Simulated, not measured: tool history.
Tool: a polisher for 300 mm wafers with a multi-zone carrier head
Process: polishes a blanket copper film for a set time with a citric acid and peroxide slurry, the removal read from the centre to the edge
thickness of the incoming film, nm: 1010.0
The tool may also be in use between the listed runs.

run	hour	flow of slurry (ml/min)	pressure of the head's centre zone	pressure of the head's middle zone	pressure of the head's edge zone	abrasive content of the slurry	polishing time (s)	film removed at the wafer's centre (nm)	film removed at mid-radius (nm)	film removed at the wafer's edge (nm)
1	0.0	305	1.00	1.00	1.00	1.00	38	70.358	71.292	68.738
2	1.9	305	1.00	1.00	1.08	1.00	38	70.461	71.443	73.646
3	3.7	305	1.00	1.00	1.08	0.90	38	69.815	70.478	70.426
4	9.2	305	1.08	1.00	1.08	0.90	38	75.395	70.282	71.319
5	17.7	305	1.08	1.00	1.16	0.90	38	74.530	70.089	73.774
6	18.7	320	1.11	1.01	1.15	0.95	38	78.715	71.722	73.931
7	21.6	320	1.13	1.02	1.16	1.00	38	81.156	73.793	76.604
8	22.5	330	1.14	1.03	1.16	1.05	38	82.362	73.643	75.402

The next listed run, before its measurement:
9	29.3	330	1.15	1.04	1.16	1.10	38	?	?	?

film removed at the wafer's centre (nm): 82.903
film removed at mid-radius (nm): 76.522
film removed at the wafer's edge (nm): 76.591

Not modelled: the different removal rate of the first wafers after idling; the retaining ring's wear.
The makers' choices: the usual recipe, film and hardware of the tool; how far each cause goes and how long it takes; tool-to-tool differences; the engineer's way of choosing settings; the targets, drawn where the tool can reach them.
